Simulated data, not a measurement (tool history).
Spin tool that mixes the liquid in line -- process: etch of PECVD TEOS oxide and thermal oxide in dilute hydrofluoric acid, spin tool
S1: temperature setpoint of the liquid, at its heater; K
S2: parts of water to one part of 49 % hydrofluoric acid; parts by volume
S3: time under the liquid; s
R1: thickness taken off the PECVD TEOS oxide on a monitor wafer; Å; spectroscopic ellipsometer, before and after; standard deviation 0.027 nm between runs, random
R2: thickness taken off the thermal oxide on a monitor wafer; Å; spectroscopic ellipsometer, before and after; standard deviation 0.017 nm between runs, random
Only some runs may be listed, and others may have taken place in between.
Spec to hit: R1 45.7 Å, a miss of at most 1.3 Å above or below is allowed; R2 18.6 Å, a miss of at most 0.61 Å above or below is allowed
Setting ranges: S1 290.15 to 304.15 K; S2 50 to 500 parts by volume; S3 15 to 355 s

run  hour      S1   S2   S3      R1      R2
  1     0  296.15  275  180  66.167  26.812
  2   3.4  296.15  350  180  49.006  19.832
  3   9.8  295.15  350  180  47.168  19.015
  4  12.4  295.15  350  110  28.748    11.6
  5  16.9  296.15  345  110  30.464  12.303
  6  25.8  296.15  410  110  24.289  9.8527
  7  33.4  297.15  400  110  25.923  10.603
     41.1  -- hydrofluoric acid flow meter replaced
  8  41.1  297.65  390  110  24.582  10.104
  9    43  295.15  280  110  35.038  14.394
 10  44.6  296.15  280  110  36.045  14.538
 11  52.6  299.65  240  110  49.573  20.221
 12  56.2  298.65  240  110  48.093  19.914

Below are 4 possible settings for the next run. Only one of them brings all results inside the allowed miss of their targets. Which is it?
  A  59.8  301.15  260  105   ?   ?
  B  59.8  298.65  270  130   ?   ?
  C  59.8  295.15  265  125   ?   ?
  D  59.8  295.65  345  175   ?   ?

move      R1      R2
   A  45.991  18.317
   B  49.791  19.831
   C  43.292  17.242
   D  43.975  17.515
A: all results land within tolerance of their targets
B: misses by more than the last run did
C: moves the result that the last run missed by most past its target, out the other side
D: moves the result that the last run missed by most past its target, out the other side
The move that meets every target is A.
